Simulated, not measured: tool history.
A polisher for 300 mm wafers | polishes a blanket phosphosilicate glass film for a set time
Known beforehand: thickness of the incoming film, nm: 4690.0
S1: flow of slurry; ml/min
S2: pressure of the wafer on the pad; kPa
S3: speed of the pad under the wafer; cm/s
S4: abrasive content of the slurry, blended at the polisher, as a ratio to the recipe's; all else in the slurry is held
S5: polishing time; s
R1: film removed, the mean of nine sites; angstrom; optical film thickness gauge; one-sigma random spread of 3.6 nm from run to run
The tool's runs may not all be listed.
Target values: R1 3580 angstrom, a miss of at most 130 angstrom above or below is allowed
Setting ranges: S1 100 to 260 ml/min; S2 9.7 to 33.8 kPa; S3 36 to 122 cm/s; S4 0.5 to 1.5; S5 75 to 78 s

run,hour,S1,S2,S3,S4,S5,R1
1,0,165,21.4,78,1,75,4957.7
2,6.2,160,19.3,78,1,75,4548.8
3,11.3,135,19.3,78,1,75,4383.5
4,12.7,135,19.3,78,1.15,75,4642.3
5,21.5,130,17.9,78,1.15,75,4261
6,25.4,130,17.9,64,1.15,75,3803.8
# hour 28: slurry nozzle cleaned
7,28,125,17.9,64,1.15,75,4032.9
8,30,125,17.2,64,1.15,75,3931.3
9,38.9,125,16.5,64,1.15,75,3793.5
10,46.6,125,16.5,64,1.15,75,3724.2

Exactly one of the 5 candidate moves below puts every result within its allowed miss. Which one?
A,54.3,115,15.2,58,1.2,75,?
B,54.3,130,16.5,62,1.15,78,?
C,54.3,100,15.2,68,1.15,77,?
D,54.3,100,17.9,68,1.15,75,?
E,54.3,115,14.5,62,1.2,76,?

move,R1
A,3303.4
B,3888.6
C,3566.8
D,4079.4
E,3334.6
A: takes the result that was furthest off past its target
B: the biggest miss grows against the last run
C: hits every target within its allowed miss
D: the biggest miss grows against the last run
E: takes the result that was furthest off past its target
The right move is C.

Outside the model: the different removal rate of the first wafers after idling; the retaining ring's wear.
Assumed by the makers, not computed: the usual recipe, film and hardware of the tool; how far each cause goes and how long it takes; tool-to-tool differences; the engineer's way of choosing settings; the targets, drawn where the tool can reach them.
